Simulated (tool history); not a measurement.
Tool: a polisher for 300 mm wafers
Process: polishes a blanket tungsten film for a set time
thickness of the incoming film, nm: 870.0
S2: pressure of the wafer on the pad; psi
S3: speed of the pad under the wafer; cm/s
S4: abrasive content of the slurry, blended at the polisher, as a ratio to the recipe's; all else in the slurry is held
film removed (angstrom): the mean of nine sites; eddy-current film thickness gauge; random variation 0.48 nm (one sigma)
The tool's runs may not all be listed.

run 1 hour=0 | flow_of_slurry_(ml/min)=155 S2=4.1 S3=88 S4=1 polishing_time_(s)=27 | film_removed_(angstrom)=1182.5
run 2 hour=3.6 | flow_of_slurry_(ml/min)=185 S2=4.1 S3=88 S4=1 polishing_time_(s)=27 | film_removed_(angstrom)=1191.3
run 3 hour=6.9 | flow_of_slurry_(ml/min)=185 S2=3.4 S3=86 S4=1 polishing_time_(s)=27 | film_removed_(angstrom)=1007.9
run 4 hour=15 | flow_of_slurry_(ml/min)=185 S2=3.4 S3=86 S4=0.9 polishing_time_(s)=27 | film_removed_(angstrom)=988.36
run 5 hour=23.9 | flow_of_slurry_(ml/min)=205 S2=3.4 S3=86 S4=0.9 polishing_time_(s)=27 | film_removed_(angstrom)=1002
run 6 hour=25.1 | flow_of_slurry_(ml/min)=165 S2=3.4 S3=86 S4=0.9 polishing_time_(s)=27 | film_removed_(angstrom)=974.37
run 7 hour=32.5 | flow_of_slurry_(ml/min)=165 S2=3.4 S3=86 S4=0.9 polishing_time_(s)=27 | film_removed_(angstrom)=971.62
run 8 hour=35.2 | flow_of_slurry_(ml/min)=165 S2=2.9 S3=84 S4=0.9 polishing_time_(s)=27 | film_removed_(angstrom)=839.53

The next listed run, before its measurement:
run 9 hour=41.9 | flow_of_slurry_(ml/min)=160 S2=2.6 S3=84 S4=0.9 polishing_time_(s)=27 | film_removed_(angstrom)=?

Run 9 gave film removed (angstrom) 761.44.
